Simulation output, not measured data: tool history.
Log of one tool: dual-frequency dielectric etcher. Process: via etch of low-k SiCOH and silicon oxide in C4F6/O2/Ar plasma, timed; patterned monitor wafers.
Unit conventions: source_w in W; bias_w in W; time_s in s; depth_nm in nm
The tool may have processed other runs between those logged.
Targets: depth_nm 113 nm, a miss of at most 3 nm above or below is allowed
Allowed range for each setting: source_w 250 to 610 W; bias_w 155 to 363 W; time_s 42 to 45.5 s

Run 1, day 0: source_w 430 W, bias_w 259 W, time_s 45.5 s. Result: depth_nm 135.99 nm.
Run 2, day 0.35: source_w 480 W, bias_w 259 W, time_s 45.5 s. Result: depth_nm 138.75 nm.
Run 3, day 0.546: source_w 480 W, bias_w 259 W, time_s 45.5 s. Result: depth_nm 139.84 nm.
Run 4, day 0.596: source_w 450 W, bias_w 238 W, time_s 45 s. Result: depth_nm 129.47 nm.
Run 5, day 0.683: source_w 420 W, bias_w 230 W, time_s 45 s. Result: depth_nm 126.14 nm.
Run 6, day 0.712: source_w 350 W, bias_w 230 W, time_s 45 s. Result: depth_nm 119.63 nm.
Run 7, day 1.071: source_w 340 W, bias_w 227 W, time_s 45 s. Result: depth_nm 119.76 nm.
Run 8, day 1.121: source_w 330 W, bias_w 223 W, time_s 45 s. Result: depth_nm 117.3 nm.
Run 9, day 1.188: source_w 320 W, bias_w 221 W, time_s 45 s. Result: depth_nm 116.35 nm.
Run 10, day 1.517: source_w 320 W, bias_w 221 W, time_s 45 s. Result: depth_nm 118.15 nm.

4 next moves are on the table. One of them brings every result within its allowed miss. Which?
Run A, day 1.846: source_w 400 W, bias_w 202 W, time_s 43.5 s. Result: depth_nm ?.
Run B, day 1.846: source_w 250 W, bias_w 277 W, time_s 44.5 s. Result: depth_nm ?.
Run C, day 1.846: source_w 290 W, bias_w 225 W, time_s 42 s. Result: depth_nm ?.
Run D, day 1.846: source_w 360 W, bias_w 231 W, time_s 45 s. Result: depth_nm ?.

move  depth_nm
   A    113.53
   B    120.52
   C    106.89
   D    121.53
A: each result inside its tolerance
B: lands further from the targets than the last run did
C: takes the result that was furthest off past its target
D: lands further from the targets than the last run did
Answer: A
